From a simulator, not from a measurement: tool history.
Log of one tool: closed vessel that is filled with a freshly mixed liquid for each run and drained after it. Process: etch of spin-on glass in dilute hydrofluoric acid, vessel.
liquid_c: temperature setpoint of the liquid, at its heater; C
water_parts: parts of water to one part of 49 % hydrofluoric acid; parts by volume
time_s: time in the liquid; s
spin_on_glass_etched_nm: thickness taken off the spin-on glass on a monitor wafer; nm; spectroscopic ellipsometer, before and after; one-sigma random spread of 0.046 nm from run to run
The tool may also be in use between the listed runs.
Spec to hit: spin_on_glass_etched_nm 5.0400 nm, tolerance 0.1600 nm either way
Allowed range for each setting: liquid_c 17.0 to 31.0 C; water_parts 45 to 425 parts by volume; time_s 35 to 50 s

run	hour	liquid_c	water_parts	time_s	spin_on_glass_etched_nm
1	0.0	23.0	235	50	6.2975
2	2.1	21.5	235	50	5.9281
3	8.1	20.5	235	50	5.7016
4	8.9	19.5	235	50	5.5637
5	10.7	19.0	235	50	5.4801
6	11.6	19.0	235	35	3.8304
7	20.1	23.0	225	35	4.6611
8	26.3	23.5	220	35	4.8428

Of the 5 settings listed for the next run, only one would bring every result within its allowed miss of target. Which one?
A	32.5	24.5	240	35	?
B	32.5	26.0	230	35	?
C	32.5	23.0	225	35	?
D	32.5	22.0	290	50	?
E	32.5	20.0	250	45	?

move	spin_on_glass_etched_nm
A	4.5252
B	5.0344
C	4.6425
D	4.6558
E	4.6895
A: further off than the last run
B: hits every target within its allowed miss
C: further off than the last run
D: further off than the last run
E: further off than the last run
B meets every target.

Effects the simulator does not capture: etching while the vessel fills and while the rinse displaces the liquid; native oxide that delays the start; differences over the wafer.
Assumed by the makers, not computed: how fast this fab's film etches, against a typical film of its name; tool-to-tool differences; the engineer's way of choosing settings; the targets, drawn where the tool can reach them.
